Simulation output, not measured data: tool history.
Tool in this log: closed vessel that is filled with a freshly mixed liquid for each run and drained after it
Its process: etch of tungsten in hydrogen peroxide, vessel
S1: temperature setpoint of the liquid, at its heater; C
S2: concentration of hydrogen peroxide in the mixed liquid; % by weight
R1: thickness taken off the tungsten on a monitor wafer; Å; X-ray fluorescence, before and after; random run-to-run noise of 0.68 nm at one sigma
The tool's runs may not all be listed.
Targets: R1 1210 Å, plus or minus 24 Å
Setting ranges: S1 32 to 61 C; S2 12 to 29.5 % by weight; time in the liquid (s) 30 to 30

Run 1, hour 0: S1 45 C, S2 20 % by weight, time in the liquid (s) 30. Result: R1 648.75 Å.
Run 2, hour 1: S1 51.5 C, S2 20 % by weight, time in the liquid (s) 30. Result: R1 969.32 Å.
Run 3, hour 5.5: S1 52.5 C, S2 20 % by weight, time in the liquid (s) 30. Result: R1 1031.4 Å.
Run 4, hour 9.1: S1 53 C, S2 20 % by weight, time in the liquid (s) 30. Result: R1 1063.5 Å.
Run 5, hour 17.3: S1 60 C, S2 20 % by weight, time in the liquid (s) 30. Result: R1 1603.5 Å.
Run 6, hour 19.5: S1 60 C, S2 23 % by weight, time in the liquid (s) 30. Result: R1 1712 Å.
Run 7, hour 20.5: S1 60 C, S2 23 % by weight, time in the liquid (s) 30. Result: R1 1721.7 Å.
Run 8, hour 21.4: S1 58.5 C, S2 23 % by weight, time in the liquid (s) 30. Result: R1 1555.1 Å.
Run 9, hour 29.1: S1 57.5 C, S2 23 % by weight, time in the liquid (s) 30. Result: R1 1489.7 Å.
Run 10, hour 33.2: S1 56.5 C, S2 23 % by weight, time in the liquid (s) 30. Result: R1 1407.9 Å.
Run 11, hour 38: S1 56 C, S2 23 % by weight, time in the liquid (s) 30. Result: R1 1358.1 Å.

5 next moves are on the table. One of them brings every result within its allowed miss. Which?
Run A, hour 42.8: S1 53 C, S2 24.5 % by weight, time in the liquid (s) 30. Result: R1 ?.
Run B, hour 42.8: S1 54.5 C, S2 22 % by weight, time in the liquid (s) 30. Result: R1 ?.
Run C, hour 42.8: S1 59.5 C, S2 19 % by weight, time in the liquid (s) 30. Result: R1 ?.
Run D, hour 42.8: S1 54 C, S2 21 % by weight, time in the liquid (s) 30. Result: R1 ?.
Run E, hour 42.8: S1 57 C, S2 23.5 % by weight, time in the liquid (s) 30. Result: R1 ?.

move      R1
   A  1175.8
   B  1218.6
   C  1517.7
   D  1155.6
   E  1459.6
A: takes the result that was furthest off past its target
B: each result inside its tolerance
C: further off than the last run
D: takes the result that was furthest off past its target
E: further off than the last run
Correct choice: B, which meets every target

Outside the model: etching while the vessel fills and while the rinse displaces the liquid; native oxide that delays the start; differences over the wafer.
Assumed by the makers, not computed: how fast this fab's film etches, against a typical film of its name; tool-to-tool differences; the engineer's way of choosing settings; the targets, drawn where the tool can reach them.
